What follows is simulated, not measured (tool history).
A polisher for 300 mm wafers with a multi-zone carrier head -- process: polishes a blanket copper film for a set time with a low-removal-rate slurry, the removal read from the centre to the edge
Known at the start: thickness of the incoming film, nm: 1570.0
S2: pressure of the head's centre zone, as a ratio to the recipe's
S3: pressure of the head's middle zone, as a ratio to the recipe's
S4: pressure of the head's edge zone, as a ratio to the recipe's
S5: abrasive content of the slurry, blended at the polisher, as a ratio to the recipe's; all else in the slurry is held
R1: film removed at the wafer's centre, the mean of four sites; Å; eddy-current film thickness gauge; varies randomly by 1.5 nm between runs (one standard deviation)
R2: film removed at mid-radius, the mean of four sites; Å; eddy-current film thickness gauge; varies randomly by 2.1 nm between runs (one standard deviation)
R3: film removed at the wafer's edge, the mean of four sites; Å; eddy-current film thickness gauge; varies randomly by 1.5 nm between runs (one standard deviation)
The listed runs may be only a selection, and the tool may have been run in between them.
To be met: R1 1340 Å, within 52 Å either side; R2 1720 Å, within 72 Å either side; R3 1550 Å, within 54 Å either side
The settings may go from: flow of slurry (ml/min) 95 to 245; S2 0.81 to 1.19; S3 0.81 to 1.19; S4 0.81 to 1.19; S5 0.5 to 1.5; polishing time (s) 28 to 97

{"run": 1, "day": 0.0, "flow of slurry (ml/min)": 155, "S2": 1, "S3": 1, "S4": 1, "S5": 1, "polishing time (s)": 62, "R1": 2005.1, "R2": 1959.7, "R3": 1990.2}
{"run": 2, "day": 0.312, "flow of slurry (ml/min)": 145, "S2": 0.96, "S3": 1.02, "S4": 0.97, "S5": 0.9, "polishing time (s)": 61, "R1": 1782.3, "R2": 1927.6, "R3": 1866.7}
{"run": 3, "day": 0.6, "flow of slurry (ml/min)": 145, "S2": 0.96, "S3": 1.02, "S4": 0.9, "S5": 0.9, "polishing time (s)": 61, "R1": 1779.2, "R2": 1918, "R3": 1794.5}
{"run": 4, "day": 0.738, "flow of slurry (ml/min)": 140, "S2": 0.93, "S3": 1.02, "S4": 0.89, "S5": 0.85, "polishing time (s)": 61, "R1": 1679.6, "R2": 1859.6, "R3": 1758.3}
{"run": 5, "day": 0.896, "flow of slurry (ml/min)": 140, "S2": 0.93, "S3": 1.02, "S4": 0.89, "S5": 0.95, "polishing time (s)": 61, "R1": 1771.9, "R2": 1905, "R3": 1818.1}
{"run": 6, "day": 1.05, "flow of slurry (ml/min)": 140, "S2": 0.93, "S3": 1.02, "S4": 0.89, "S5": 1.15, "polishing time (s)": 61, "R1": 1794.5, "R2": 2002.8, "R3": 1893.5}
{"run": 7, "day": 1.358, "flow of slurry (ml/min)": 135, "S2": 0.9, "S3": 1.03, "S4": 0.88, "S5": 1.05, "polishing time (s)": 60, "R1": 1685.8, "R2": 1944.8, "R3": 1817.2}
{"run": 8, "day": 1.417, "flow of slurry (ml/min)": 130, "S2": 0.88, "S3": 1.03, "S4": 0.87, "S5": 0.95, "polishing time (s)": 59, "R1": 1555.9, "R2": 1868.5, "R3": 1762.6}
{"run": 9, "day": 1.567, "flow of slurry (ml/min)": 130, "S2": 0.88, "S3": 1.04, "S4": 0.86, "S5": 0.9, "polishing time (s)": 58, "R1": 1521.8, "R2": 1804.8, "R3": 1669.2}
{"run": 10, "day": 1.683, "flow of slurry (ml/min)": 125, "S2": 0.87, "S3": 1.05, "S4": 0.85, "S5": 0.85, "polishing time (s)": 58, "R1": 1504.5, "R2": 1819.5, "R3": 1660.6}
{"run": 11, "day": 1.892, "flow of slurry (ml/min)": 125, "S2": 0.86, "S3": 1.05, "S4": 0.84, "S5": 0.8, "polishing time (s)": 58, "R1": 1484.1, "R2": 1800.3, "R3": 1623.3}
{"run": 12, "day": 2.146, "flow of slurry (ml/min)": 120, "S2": 0.85, "S3": 1.05, "S4": 0.84, "S5": 0.75, "polishing time (s)": 58, "R1": 1411.9, "R2": 1735.5, "R3": 1585.8}

5 candidate next runs follow, results not yet known. Just one meets every target within its allowed miss. Identify it.
{"run": "A", "day": 2.4, "flow of slurry (ml/min)": 160, "S2": 0.94, "S3": 1.04, "S4": 0.91, "S5": 0.75, "polishing time (s)": 54, "R1": "?", "R2": "?", "R3": "?"}
{"run": "B", "day": 2.4, "flow of slurry (ml/min)": 125, "S2": 0.81, "S3": 1.03, "S4": 0.81, "S5": 0.7, "polishing time (s)": 58, "R1": "?", "R2": "?", "R3": "?"}
{"run": "C", "day": 2.4, "flow of slurry (ml/min)": 115, "S2": 0.82, "S3": 0.95, "S4": 0.93, "S5": 0.55, "polishing time (s)": 60, "R1": "?", "R2": "?", "R3": "?"}
{"run": "D", "day": 2.4, "flow of slurry (ml/min)": 125, "S2": 0.85, "S3": 0.95, "S4": 0.88, "S5": 0.8, "polishing time (s)": 56, "R1": "?", "R2": "?", "R3": "?"}
{"run": "E", "day": 2.4, "flow of slurry (ml/min)": 120, "S2": 0.82, "S3": 1.01, "S4": 0.87, "S5": 0.7, "polishing time (s)": 60, "R1": "?", "R2": "?", "R3": "?"}

move=A R1=1522.9 R2=1644.7 R3=1581.5
move=B R1=1336.4 R2=1672.6 R3=1553.9
move=C R1=1327.7 R2=1536.3 R3=1634.6
move=D R1=1384 R2=1541.7 R3=1593.1
move=E R1=1389.5 R2=1690.8 R3=1652.3
A: misses by more than the last run did
B: meets every target
C: the furthest-off result lands on target, but another misses its tolerance
D: the furthest-off result lands on target, but another misses its tolerance
E: the furthest-off result lands on target, but another misses its tolerance
The move that meets every target is B.

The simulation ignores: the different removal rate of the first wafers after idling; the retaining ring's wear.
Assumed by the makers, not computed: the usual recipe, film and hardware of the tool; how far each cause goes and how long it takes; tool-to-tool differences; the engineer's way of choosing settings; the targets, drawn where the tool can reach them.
